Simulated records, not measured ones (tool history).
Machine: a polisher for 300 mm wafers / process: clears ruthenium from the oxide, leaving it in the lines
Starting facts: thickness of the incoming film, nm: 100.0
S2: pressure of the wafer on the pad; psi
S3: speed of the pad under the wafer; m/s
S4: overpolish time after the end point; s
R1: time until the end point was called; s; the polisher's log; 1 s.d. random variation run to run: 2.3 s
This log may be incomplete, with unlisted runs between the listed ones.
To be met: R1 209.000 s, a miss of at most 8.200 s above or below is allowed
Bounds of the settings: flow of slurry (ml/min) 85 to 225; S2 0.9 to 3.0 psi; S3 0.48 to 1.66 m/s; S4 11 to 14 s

run 1 hour=0.0 | flow_of_slurry_(ml/min)=145 S2=1.9 S3=1.06 S4=14 | R1=84.762
run 2 hour=2.0 | flow_of_slurry_(ml/min)=180 S2=1.9 S3=1.06 S4=14 | R1=82.953
run 3 hour=8.4 | flow_of_slurry_(ml/min)=180 S2=1.7 S3=0.98 S4=14 | R1=95.093
run 4 hour=12.1 | flow_of_slurry_(ml/min)=175 S2=1.5 S3=0.88 S4=14 | R1=117.610
run 5 hour=19.9 | flow_of_slurry_(ml/min)=170 S2=1.4 S3=0.82 S4=14 | R1=131.620
run 6 hour=27.5 | flow_of_slurry_(ml/min)=170 S2=1.4 S3=0.82 S4=11 | R1=134.550
run 7 hour=30.5 | flow_of_slurry_(ml/min)=165 S2=1.3 S3=0.78 S4=11 | R1=146.960
run 8 hour=33.8 | flow_of_slurry_(ml/min)=160 S2=1.2 S3=0.76 S4=11 | R1=160.060
run 9 hour=37.7 | flow_of_slurry_(ml/min)=155 S2=1.1 S3=0.74 S4=11 | R1=173.660
run 10 hour=40.2 | flow_of_slurry_(ml/min)=150 S2=1.1 S3=0.74 S4=11 | R1=174.840
run 11 hour=41.0 | flow_of_slurry_(ml/min)=135 S2=0.9 S3=0.66 S4=11 | R1=223.220
run 12 hour=45.2 | flow_of_slurry_(ml/min)=140 S2=0.9 S3=0.66 S4=11 | R1=225.240
run 13 hour=52.3 | flow_of_slurry_(ml/min)=145 S2=0.9 S3=0.66 S4=11 | R1=218.580
run 14 hour=54.1 | flow_of_slurry_(ml/min)=150 S2=0.9 S3=0.66 S4=11 | R1=216.870
run 15 hour=62.2 | flow_of_slurry_(ml/min)=155 S2=0.9 S3=0.66 S4=11 | R1=219.270
run 16 hour=69.4 | flow_of_slurry_(ml/min)=155 S2=0.9 S3=0.66 S4=11 | R1=219.830

Which of these 5 next moves meets every target?
run A hour=76.6 | flow_of_slurry_(ml/min)=175 S2=0.9 S3=0.60 S4=11 | R1=?
run B hour=76.6 | flow_of_slurry_(ml/min)=160 S2=1.0 S3=0.56 S4=14 | R1=?
run C hour=76.6 | flow_of_slurry_(ml/min)=150 S2=1.0 S3=0.60 S4=11 | R1=?
run D hour=76.6 | flow_of_slurry_(ml/min)=160 S2=0.9 S3=0.62 S4=11 | R1=?
run E hour=76.6 | flow_of_slurry_(ml/min)=85 S2=1.1 S3=0.72 S4=11 | R1=?

move=A R1=235.180
move=B R1=239.010
move=C R1=226.480
move=D R1=231.360
move=E R1=206.540
A: further off than the last run
B: further off than the last run
C: further off than the last run
D: further off than the last run
E: in spec on every target
Go with E: it meets all targets.
